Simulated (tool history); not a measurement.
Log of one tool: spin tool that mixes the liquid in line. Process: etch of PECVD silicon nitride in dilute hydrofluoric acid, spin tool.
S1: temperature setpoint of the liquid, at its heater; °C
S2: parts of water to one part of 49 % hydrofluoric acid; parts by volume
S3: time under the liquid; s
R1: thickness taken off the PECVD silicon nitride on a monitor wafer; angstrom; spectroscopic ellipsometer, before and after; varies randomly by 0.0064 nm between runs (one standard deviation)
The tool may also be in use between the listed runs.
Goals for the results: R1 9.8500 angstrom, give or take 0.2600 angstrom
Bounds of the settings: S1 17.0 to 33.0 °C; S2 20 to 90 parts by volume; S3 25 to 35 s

{"run": 1, "day": 0.0, "S1": 25.0, "S2": 50, "S3": 35, "R1": 12.304}
{"run": 2, "day": 0.258, "S1": 25.0, "S2": 50, "S3": 35, "R1": 12.444}
{"run": 3, "day": 0.367, "S1": 24.0, "S2": 50, "S3": 35, "R1": 11.632}
{"run": 4, "day": 0.604, "S1": 23.0, "S2": 50, "S3": 35, "R1": 10.828}
{"run": 5, "day": 0.838, "S1": 23.0, "S2": 35, "S3": 35, "R1": 15.3}
{"run": 6, "day": 0.925, "S1": 21.0, "S2": 35, "S3": 35, "R1": 13.312}
{"run": 7, "day": 1.046, "S1": 19.5, "S2": 35, "S3": 35, "R1": 12.13}
{"run": 8, "day": 1.233, "S1": 19.5, "S2": 35, "S3": 35, "R1": 11.996}
{"run": 9, "day": 1.538, "S1": 18.5, "S2": 35, "S3": 35, "R1": 11.23}
{"run": 10, "day": 1.858, "S1": 18.0, "S2": 35, "S3": 35, "R1": 10.844}
{"run": 11, "day": 2.133, "S1": 17.5, "S2": 35, "S3": 35, "R1": 10.535}

Consider the 4 candidate settings below. Which is the only one whose results all fall within their allowed miss of target?
{"run": "A", "day": 2.408, "S1": 17.5, "S2": 30, "S3": 35, "R1": "?"}
{"run": "B", "day": 2.408, "S1": 19.0, "S2": 35, "S3": 35, "R1": "?"}
{"run": "C", "day": 2.408, "S1": 18.5, "S2": 35, "S3": 35, "R1": "?"}
{"run": "D", "day": 2.408, "S1": 17.0, "S2": 25, "S3": 25, "R1": "?"}

move=A R1=12.0090
move=B R1=11.5150
move=C R1=11.1160
move=D R1=9.8547
A: moves away from the targets compared with the last run
B: moves away from the targets compared with the last run
C: moves away from the targets compared with the last run
D: every result within its allowed miss
Answer: D
